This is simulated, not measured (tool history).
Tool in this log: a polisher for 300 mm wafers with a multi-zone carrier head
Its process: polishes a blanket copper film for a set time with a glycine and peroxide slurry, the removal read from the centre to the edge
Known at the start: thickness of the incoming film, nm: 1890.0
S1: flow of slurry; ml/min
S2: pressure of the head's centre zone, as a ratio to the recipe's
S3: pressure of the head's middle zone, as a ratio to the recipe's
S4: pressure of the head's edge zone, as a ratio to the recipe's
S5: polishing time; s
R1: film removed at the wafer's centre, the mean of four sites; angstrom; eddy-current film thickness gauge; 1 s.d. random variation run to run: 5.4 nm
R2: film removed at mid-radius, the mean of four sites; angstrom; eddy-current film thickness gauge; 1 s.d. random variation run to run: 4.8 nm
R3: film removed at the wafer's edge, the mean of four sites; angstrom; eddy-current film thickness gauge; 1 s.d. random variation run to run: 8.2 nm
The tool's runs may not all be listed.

| run | hour | S1 | S2 | S3 | S4 | S5 | R1 | R2 | R3 |
|---|---|---|---|---|---|---|---|---|---|
| 1 | 0 | 145 | 1 | 1 | 1 | 81 | 5111.3 | 4952.2 | 4974.9 |
| 2 | 6.2 | 145 | 1 | 1 | 1 | 67 | 4154.4 | 4070.3 | 4058.8 |
| 3 | 15.2 | 145 | 1 | 1 | 1.06 | 67 | 4197.5 | 4116 | 4204.3 |
| 4 | 24.2 | 145 | 0.94 | 1 | 1.06 | 67 | 4100.9 | 4126 | 4055.2 |
| 5 | 32 | 150 | 0.97 | 1.01 | 1.08 | 71 | 4455.8 | 4423.9 | 4458.2 |
| 6 | 35.3 | 155 | 1 | 1.03 | 1.1 | 74 | 4708.2 | 4758.2 | 4732.1 |
| 7 | 35.9 | 160 | 1.02 | 1.03 | 1.11 | 77 | 4992 | 4925 | 4949.1 |
| 8 | 43.4 | 160 | 1.04 | 1.03 | 1.12 | 81 | 5323.3 | 5260.9 | 5319.5 |
| 9 | 45.6 | 160 | 1.06 | 1.03 | 1.13 | 84 | 5590.2 | 5376.2 | 5471.8 |
| 10 | 52.6 | 165 | 1.06 | 1.02 | 1.14 | 87 | 5824.6 | 5514.7 | 5709.9 |
|  | 54.6 | worn pad replaced by a new one |
| 11 | 54.6 | 160 | 1.07 | 1.02 | 1.15 | 90 | 6318.3 | 6114.3 | 6185.8 |
| 12 | 58 | 155 | 1.07 | 1 | 1.16 | 91 | 6522.4 | 6004.7 | 6374.7 |
| 13 | 60.4 | 155 | 1.07 | 1 | 1.16 | 92 | 6490.3 | 6096.1 | 6466.4 |
| 14 | 65.7 | 155 | 1.08 | 1 | 1.16 | 93 | 6699.8 | 6131.5 | 6472.2 |
| 15 | 72.7 | 155 | 1.07 | 1 | 1.16 | 94 | 6646.6 | 6273.6 | 6508.9 |

What will run 16 give?
| 16 | 78.2 | 155 | 1.07 | 0.99 | 1.16 | 95 | ? | ? | ? |

Run 16 produced R1 6725.3 angstrom, R2 6210.9 angstrom, R3 6570 angstrom.
